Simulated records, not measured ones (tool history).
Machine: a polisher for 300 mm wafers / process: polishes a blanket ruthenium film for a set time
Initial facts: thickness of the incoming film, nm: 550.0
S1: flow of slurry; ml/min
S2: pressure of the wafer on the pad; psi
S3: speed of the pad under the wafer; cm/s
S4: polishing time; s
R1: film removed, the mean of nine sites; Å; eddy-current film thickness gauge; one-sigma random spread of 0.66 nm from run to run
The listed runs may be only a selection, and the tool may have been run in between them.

run,hour,S1,S2,S3,S4,R1
1,0,205,2.3,130,54,713.73
2,8.7,205,2.3,130,54,696.63
3,15,255,2.3,130,54,729.9
4,18.3,230,2.3,130,54,719.6
5,22.7,230,2.2,130,54,680.48
6,26.7,230,2.2,152,54,798.45
7,34.4,230,2.1,152,54,766.22

Run 8 is up next; what results do you expect?
8,40.4,230,2,152,54,?

{"run 8": {"R1": 745.87}}
